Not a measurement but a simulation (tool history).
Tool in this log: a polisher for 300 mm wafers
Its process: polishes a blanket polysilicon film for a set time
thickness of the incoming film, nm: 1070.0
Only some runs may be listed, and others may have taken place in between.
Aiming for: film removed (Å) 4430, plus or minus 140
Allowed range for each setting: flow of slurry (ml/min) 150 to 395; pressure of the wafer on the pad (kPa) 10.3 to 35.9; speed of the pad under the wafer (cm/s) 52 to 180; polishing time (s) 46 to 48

| run | day | flow of slurry (ml/min) | pressure of the wafer on the pad (kPa) | speed of the pad under the wafer (cm/s) | polishing time (s) | film removed (Å) |
|---|---|---|---|---|---|---|
| 1 | 0 | 250 | 22.8 | 116 | 46 | 5029 |
| 2 | 0.362 | 250 | 22.8 | 116 | 48 | 5209.7 |
| 3 | 0.454 | 250 | 22.8 | 116 | 46 | 5022.1 |
| 4 | 0.529 | 250 | 22.1 | 116 | 46 | 4946.5 |
| 5 | 0.892 | 285 | 22.1 | 116 | 46 | 5036.1 |
| 6 | 1.158 | 275 | 22.1 | 116 | 46 | 5016.6 |
| 7 | 1.271 | 265 | 22.1 | 116 | 46 | 4961.9 |
| 8 | 1.404 | 255 | 22.1 | 116 | 46 | 4947.1 |
|  | 1.483 | slurry nozzle cleaned |
| 9 | 1.483 | 250 | 21.4 | 116 | 46 | 4956.3 |

Below are 4 possible settings for the next run. Only one of them brings all results inside the allowed miss of their targets. Which is it?
| A | 1.562 | 285 | 17.9 | 104 | 48 | ? |
| B | 1.562 | 235 | 17.9 | 104 | 48 | ? |
| C | 1.562 | 225 | 18.6 | 108 | 46 | ? |
| D | 1.562 | 250 | 23.4 | 94 | 47 | ? |

| move | film removed (Å) |
|---|---|
| A | 4154.2 |
| B | 4086.1 |
| C | 4150.4 |
| D | 4408 |
A: the result that was furthest off in the last run now lies on the other side of its target
B: the result that was furthest off in the last run now lies on the other side of its target
C: the result that was furthest off in the last run now lies on the other side of its target
D: every result within its allowed miss
So the answer is move D, the one that meets all the targets.
